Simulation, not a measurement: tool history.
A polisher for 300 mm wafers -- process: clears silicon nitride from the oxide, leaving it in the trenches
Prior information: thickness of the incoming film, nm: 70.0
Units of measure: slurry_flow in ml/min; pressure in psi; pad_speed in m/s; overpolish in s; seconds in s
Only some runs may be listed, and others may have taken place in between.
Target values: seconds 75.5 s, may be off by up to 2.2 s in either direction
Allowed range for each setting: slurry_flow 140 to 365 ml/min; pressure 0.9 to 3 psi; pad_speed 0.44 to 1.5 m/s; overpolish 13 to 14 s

| run | hour | slurry_flow | pressure | pad_speed | overpolish | seconds |
|---|---|---|---|---|---|---|
| 1 | 0 | 235 | 1.9 | 0.96 | 13 | 123.31 |
| 2 | 5.7 | 235 | 1.9 | 0.86 | 13 | 136.25 |
| 3 | 7 | 235 | 1.9 | 0.74 | 13 | 160.4 |
| 4 | 9.4 | 235 | 1.9 | 0.74 | 14 | 159.19 |
| 5 | 13.4 | 235 | 1.5 | 0.74 | 14 | 200.52 |
| 6 | 21.5 | 240 | 1.8 | 0.76 | 14 | 162.08 |
| 7 | 25.5 | 255 | 2.1 | 0.76 | 14 | 139.23 |
| 8 | 34.5 | 255 | 2.3 | 0.78 | 14 | 124.81 |
| 9 | 39 | 255 | 2.5 | 0.82 | 14 | 109.01 |
| 10 | 40.2 | 255 | 2.6 | 0.84 | 14 | 101.85 |
| 11 | 43.1 | 260 | 2.7 | 0.86 | 14 | 96.235 |
| 12 | 46.2 | 260 | 2.8 | 0.88 | 14 | 91.31 |
| 13 | 53.2 | 260 | 2.8 | 0.88 | 14 | 90.386 |
| 14 | 56.7 | 260 | 2.8 | 0.9 | 14 | 88.808 |
| 15 | 59.9 | 260 | 2.8 | 0.9 | 14 | 89.228 |
| 16 | 67.1 | 260 | 2.8 | 0.92 | 14 | 87.748 |
| 17 | 73.8 | 260 | 2.8 | 0.94 | 14 | 84.453 |
| 18 | 80 | 265 | 2.9 | 0.96 | 14 | 81.662 |

Exactly one of the 4 candidate moves below puts every result within its allowed miss. Which one?
| A | 86.2 | 245 | 3 | 1.06 | 14 | ? |
| B | 86.2 | 270 | 3 | 0.98 | 14 | ? |
| C | 86.2 | 300 | 2.9 | 1.08 | 13 | ? |
| D | 86.2 | 215 | 2.9 | 0.98 | 13 | ? |

| move | seconds |
|---|---|
| A | 71.88 |
| B | 76.884 |
| C | 71.671 |
| D | 81.248 |
A: the result that was furthest off in the last run now lies on the other side of its target
B: all results land within tolerance of their targets
C: the result that was furthest off in the last run now lies on the other side of its target
D: moves toward the targets from the last run without getting all of them in spec
Move B is the one to make.
